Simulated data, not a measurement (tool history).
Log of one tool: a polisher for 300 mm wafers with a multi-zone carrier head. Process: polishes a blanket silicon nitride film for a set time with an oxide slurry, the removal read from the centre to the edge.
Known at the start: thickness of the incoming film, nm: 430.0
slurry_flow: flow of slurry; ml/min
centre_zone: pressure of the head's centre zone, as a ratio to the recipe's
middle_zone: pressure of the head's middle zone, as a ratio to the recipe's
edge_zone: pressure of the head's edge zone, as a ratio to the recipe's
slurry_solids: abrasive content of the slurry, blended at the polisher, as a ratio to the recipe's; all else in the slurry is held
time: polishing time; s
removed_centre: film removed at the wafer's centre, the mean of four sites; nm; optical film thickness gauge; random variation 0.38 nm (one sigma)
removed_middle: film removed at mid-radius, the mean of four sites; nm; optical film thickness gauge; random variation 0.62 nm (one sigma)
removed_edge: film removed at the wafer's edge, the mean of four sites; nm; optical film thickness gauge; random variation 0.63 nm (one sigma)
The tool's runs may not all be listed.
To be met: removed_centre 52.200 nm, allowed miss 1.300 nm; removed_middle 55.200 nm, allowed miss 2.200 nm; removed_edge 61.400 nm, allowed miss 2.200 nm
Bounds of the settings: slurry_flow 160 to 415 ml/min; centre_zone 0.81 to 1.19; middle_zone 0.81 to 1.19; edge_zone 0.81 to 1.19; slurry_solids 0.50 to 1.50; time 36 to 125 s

Run 1, day 0.000: slurry_flow 265 ml/min, centre_zone 1.00, middle_zone 1.00, edge_zone 1.00, slurry_solids 1.00, time 80 s. Result: removed_centre 50.377 nm, removed_middle 50.317 nm, removed_edge 52.090 nm.
Run 2, day 0.312: slurry_flow 265 ml/min, centre_zone 1.00, middle_zone 0.93, edge_zone 1.00, slurry_solids 1.00, time 80 s. Result: removed_centre 51.354 nm, removed_middle 47.113 nm, removed_edge 51.518 nm.
Run 3, day 0.333: slurry_flow 265 ml/min, centre_zone 1.00, middle_zone 0.93, edge_zone 0.92, slurry_solids 1.00, time 80 s. Result: removed_centre 51.788 nm, removed_middle 47.747 nm, removed_edge 50.173 nm.
Run 4, day 0.525: slurry_flow 265 ml/min, centre_zone 1.00, middle_zone 0.93, edge_zone 0.92, slurry_solids 1.00, time 65 s. Result: removed_centre 41.481 nm, removed_middle 39.612 nm, removed_edge 41.365 nm.
Run 5, day 0.875: slurry_flow 265 ml/min, centre_zone 0.99, middle_zone 0.94, edge_zone 0.96, slurry_solids 1.10, time 66 s. Result: removed_centre 43.071 nm, removed_middle 41.439 nm, removed_edge 42.163 nm.
Run 6, day 1.192: slurry_flow 250 ml/min, centre_zone 0.98, middle_zone 0.95, edge_zone 0.99, slurry_solids 1.10, time 71 s. Result: removed_centre 44.878 nm, removed_middle 44.563 nm, removed_edge 46.607 nm.
Run 7, day 1.483: slurry_flow 235 ml/min, centre_zone 0.97, middle_zone 0.95, edge_zone 1.02, slurry_solids 1.15, time 73 s. Result: removed_centre 46.846 nm, removed_middle 46.750 nm, removed_edge 49.307 nm.
Run 8, day 1.583: slurry_flow 225 ml/min, centre_zone 0.96, middle_zone 0.95, edge_zone 1.05, slurry_solids 1.20, time 74 s. Result: removed_centre 47.690 nm, removed_middle 47.143 nm, removed_edge 51.925 nm.
Run 9, day 1.742: slurry_flow 220 ml/min, centre_zone 0.96, middle_zone 0.96, edge_zone 1.07, slurry_solids 1.25, time 74 s. Result: removed_centre 48.525 nm, removed_middle 49.084 nm, removed_edge 53.753 nm.
Run 10, day 2.104: slurry_flow 225 ml/min, centre_zone 0.96, middle_zone 0.97, edge_zone 1.09, slurry_solids 1.25, time 74 s. Result: removed_centre 47.924 nm, removed_middle 50.273 nm, removed_edge 54.379 nm.
Run 11, day 2.250: slurry_flow 290 ml/min, centre_zone 1.00, middle_zone 0.97, edge_zone 1.19, slurry_solids 1.40, time 74 s. Result: removed_centre 53.084 nm, removed_middle 51.552 nm, removed_edge 59.021 nm.
Run 12, day 2.621: slurry_flow 290 ml/min, centre_zone 0.99, middle_zone 0.97, edge_zone 1.19, slurry_solids 1.40, time 74 s. Result: removed_centre 52.762 nm, removed_middle 50.862 nm, removed_edge 59.684 nm.

5 next moves are on the table. One of them brings every result within its allowed miss. Which?
Run A, day 2.992: slurry_flow 300 ml/min, centre_zone 1.01, middle_zone 0.87, edge_zone 1.19, slurry_solids 1.35, time 75 s. Result: removed_centre ?, removed_middle ?, removed_edge ?.
Run B, day 2.992: slurry_flow 225 ml/min, centre_zone 1.05, middle_zone 0.99, edge_zone 1.10, slurry_solids 1.50, time 73 s. Result: removed_centre ?, removed_middle ?, removed_edge ?.
Run C, day 2.992: slurry_flow 335 ml/min, centre_zone 0.94, middle_zone 1.01, edge_zone 1.19, slurry_solids 1.45, time 75 s. Result: removed_centre ?, removed_middle ?, removed_edge ?.
Run D, day 2.992: slurry_flow 325 ml/min, centre_zone 1.02, middle_zone 0.90, edge_zone 1.19, slurry_solids 1.45, time 73 s. Result: removed_centre ?, removed_middle ?, removed_edge ?.
Run E, day 2.992: slurry_flow 380 ml/min, centre_zone 0.92, middle_zone 0.81, edge_zone 1.17, slurry_solids 1.30, time 80 s. Result: removed_centre ?, removed_middle ?, removed_edge ?.

move  removed_centre  removed_middle  removed_edge
   A          54.313          47.361        58.352
   B          55.470          51.892        55.367
   C          52.288          55.445        60.051
   D          55.080          48.865        58.434
   E          53.038          47.882        61.766
A: further off than the last run
B: further off than the last run
C: meets every target
D: further off than the last run
E: further off than the last run
The right move is C.
